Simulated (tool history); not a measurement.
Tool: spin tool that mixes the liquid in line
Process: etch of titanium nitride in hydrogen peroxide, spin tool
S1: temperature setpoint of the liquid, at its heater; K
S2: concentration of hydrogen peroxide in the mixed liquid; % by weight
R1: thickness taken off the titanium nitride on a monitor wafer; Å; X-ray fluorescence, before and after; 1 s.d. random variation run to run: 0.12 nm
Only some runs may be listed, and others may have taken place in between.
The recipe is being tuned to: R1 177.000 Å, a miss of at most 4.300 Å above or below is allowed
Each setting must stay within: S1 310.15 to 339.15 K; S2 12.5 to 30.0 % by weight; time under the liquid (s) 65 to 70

{"run": 1, "day": 0.0, "S1": 326.15, "S2": 23.5, "time under the liquid (s)": 65, "R1": 72.504}
{"run": 2, "day": 0.229, "S1": 326.15, "S2": 23.5, "time under the liquid (s)": 70, "R1": 77.93}
{"run": 3, "day": 0.321, "S1": 326.15, "S2": 23.5, "time under the liquid (s)": 65, "R1": 72.207}
{"run": 4, "day": 0.492, "S1": 326.15, "S2": 26.5, "time under the liquid (s)": 65, "R1": 74.619}
{"run": 5, "day": 0.738, "S1": 330.15, "S2": 26.5, "time under the liquid (s)": 65, "R1": 97.76}
{"run": 6, "day": 0.783, "S1": 330.15, "S2": 30.0, "time under the liquid (s)": 65, "R1": 102.63}
{"run": 7, "day": 0.933, "S1": 332.65, "S2": 30.0, "time under the liquid (s)": 65, "R1": 119.38}
{"run": 8, "day": 1.1, "S1": 334.65, "S2": 30.0, "time under the liquid (s)": 65, "R1": 139.64}

Below are 5 possible settings for the next run. Only one of them brings all results inside the allowed miss of their targets. Which is it?
{"run": "A", "day": 1.267, "S1": 337.65, "S2": 30.0, "time under the liquid (s)": 65, "R1": "?"}
{"run": "B", "day": 1.267, "S1": 336.15, "S2": 30.0, "time under the liquid (s)": 70, "R1": "?"}
{"run": "C", "day": 1.267, "S1": 337.15, "S2": 30.0, "time under the liquid (s)": 70, "R1": "?"}
{"run": "D", "day": 1.267, "S1": 337.15, "S2": 22.0, "time under the liquid (s)": 70, "R1": "?"}
{"run": "E", "day": 1.267, "S1": 336.65, "S2": 30.0, "time under the liquid (s)": 70, "R1": "?"}

move=A R1=168.080
move=B R1=163.830
move=C R1=175.110
move=D R1=163.620
move=E R1=169.380
A: an improvement on the last run, though not all results are within tolerance
B: an improvement on the last run, though not all results are within tolerance
C: every result lands within tolerance
D: an improvement on the last run, though not all results are within tolerance
E: an improvement on the last run, though not all results are within tolerance
The right move is C.

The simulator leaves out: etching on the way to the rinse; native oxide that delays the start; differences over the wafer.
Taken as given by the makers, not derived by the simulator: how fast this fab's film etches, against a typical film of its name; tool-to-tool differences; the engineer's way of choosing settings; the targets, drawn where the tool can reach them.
